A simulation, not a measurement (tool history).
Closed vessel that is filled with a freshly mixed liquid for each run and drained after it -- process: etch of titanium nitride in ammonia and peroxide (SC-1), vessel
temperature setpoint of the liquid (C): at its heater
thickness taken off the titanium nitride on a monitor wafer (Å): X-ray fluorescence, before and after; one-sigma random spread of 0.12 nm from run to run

| run | hour | temperature setpoint of the liquid (C) | parts of water to one part of 30 % peroxide (parts by volume) | parts of 29 % ammonia solution to one part of 30 % peroxide (parts by volume) | time in the liquid (s) | thickness taken off the titanium nitride on a monitor wafer (Å) |
|---|---|---|---|---|---|---|
| 1 | 0 | 55 | 22 | 0.7 | 300 | 180.89 |
| 2 | 5.1 | 50.5 | 22 | 0.7 | 300 | 132.92 |
| 3 | 13 | 53 | 22 | 0.7 | 300 | 157.24 |
| 4 | 16.3 | 48.5 | 22 | 0.7 | 300 | 115.31 |
| 5 | 19.9 | 44.5 | 22 | 0.7 | 300 | 86.741 |
| 6 | 26.5 | 47.5 | 22 | 0.7 | 300 | 107.29 |
| 7 | 35.1 | 50.5 | 22 | 0.7 | 300 | 131.22 |
| 8 | 35.9 | 53 | 22 | 0.7 | 300 | 156.77 |
| 9 | 40.9 | 55 | 22 | 0.7 | 300 | 180.17 |
| 10 | 43.4 | 63 | 21.5 | 0.7 | 300 | 306.99 |
| 11 | 45.8 | 63.5 | 21.5 | 0.7 | 300 | 319.43 |
| 12 | 49.4 | 64 | 21.5 | 0.7 | 300 | 328.3 |
| 13 | 55.8 | 64 | 21.5 | 0.7 | 300 | 330.73 |

Estimate the outcome of run 14 from the log above:
| 14 | 58.4 | 65 | 21.5 | 0.7 | 300 | ? |

{"run 14": {"thickness taken off the titanium nitride on a monitor wafer (Å)": 352.33}}
